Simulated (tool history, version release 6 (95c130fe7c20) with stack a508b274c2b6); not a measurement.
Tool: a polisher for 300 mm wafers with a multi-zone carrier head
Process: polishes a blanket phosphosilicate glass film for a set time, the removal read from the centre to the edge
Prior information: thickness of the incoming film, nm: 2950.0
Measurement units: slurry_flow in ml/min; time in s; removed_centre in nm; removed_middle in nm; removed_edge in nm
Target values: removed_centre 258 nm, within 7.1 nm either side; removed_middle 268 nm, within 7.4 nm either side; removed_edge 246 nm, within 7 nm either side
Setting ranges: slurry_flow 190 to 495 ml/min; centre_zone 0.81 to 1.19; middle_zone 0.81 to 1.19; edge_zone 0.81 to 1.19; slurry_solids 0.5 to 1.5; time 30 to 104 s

| run | hour | slurry_flow | centre_zone | middle_zone | edge_zone | slurry_solids | time | removed_centre | removed_middle | removed_edge |
|---|---|---|---|---|---|---|---|---|---|---|
| 1 | 0 | 320 | 1 | 1 | 1 | 1 | 67 | 411.89 | 409.49 | 405.7 |
| 2 | 9 | 320 | 0.99 | 1 | 0.98 | 0.95 | 65 | 391.48 | 386.75 | 373.7 |
| 3 | 16.1 | 315 | 0.97 | 0.99 | 0.96 | 0.9 | 64 | 366.36 | 378.26 | 360 |
| 4 | 17.9 | 315 | 0.97 | 0.99 | 1.01 | 0.9 | 64 | 369.13 | 364.85 | 371.94 |
| 5 | 25.3 | 315 | 0.97 | 0.99 | 1.06 | 0.9 | 64 | 365.37 | 371.66 | 375.48 |
| 6 | 32.8 | 315 | 0.96 | 0.99 | 1.04 | 0.85 | 63 | 348.16 | 356.43 | 360.4 |
| 7 | 40.1 | 315 | 0.96 | 0.99 | 1.02 | 0.8 | 62 | 337.3 | 348.47 | 342.3 |
| 8 | 42.1 | 305 | 0.89 | 0.89 | 0.92 | 0.55 | 55 | 231.18 | 238.01 | 246.11 |
| 9 | 43.3 | 315 | 0.9 | 0.9 | 0.91 | 0.55 | 55 | 237.63 | 239.02 | 243.85 |
| 10 | 48 | 320 | 0.9 | 0.91 | 0.91 | 0.55 | 55 | 234.76 | 242.28 | 248.37 |
| 11 | 56 | 320 | 0.91 | 0.93 | 0.9 | 0.55 | 55 | 238.23 | 247.92 | 242.41 |
| 12 | 57.7 | 325 | 0.92 | 0.94 | 0.9 | 0.55 | 55 | 242.04 | 247.24 | 245 |
| 13 | 61.6 | 330 | 0.93 | 0.95 | 0.9 | 0.55 | 55 | 247.45 | 252.99 | 245.56 |
|  | 64.4 | slurry nozzle cleaned |
| 14 | 64.4 | 335 | 0.93 | 0.96 | 0.9 | 0.55 | 55 | 249.47 | 257.23 | 248.77 |
| 15 | 66.1 | 340 | 0.93 | 0.96 | 0.89 | 0.55 | 55 | 253.05 | 260.5 | 249.91 |

Which of these 4 next moves meets every target?
| A | 67.8 | 340 | 0.94 | 0.96 | 0.88 | 0.55 | 54 | ? | ? | ? |
| B | 67.8 | 285 | 0.96 | 1.02 | 0.9 | 0.55 | 55 | ? | ? | ? |
| C | 67.8 | 360 | 0.91 | 1.04 | 0.86 | 0.6 | 55 | ? | ? | ? |
| D | 67.8 | 350 | 0.96 | 0.91 | 0.81 | 0.8 | 47 | ? | ? | ? |

| move | removed_centre | removed_middle | removed_edge |
|---|---|---|---|
| A | 248.14 | 252.45 | 240.94 |
| B | 254.24 | 266.85 | 245.13 |
| C | 255.66 | 287.09 | 252.89 |
| D | 259.67 | 247.47 | 238.08 |
A: the biggest miss grows against the last run
B: all results land within tolerance of their targets
C: takes the biggest miss from the last run beyond its target
D: the biggest miss grows against the last run
B meets every target.
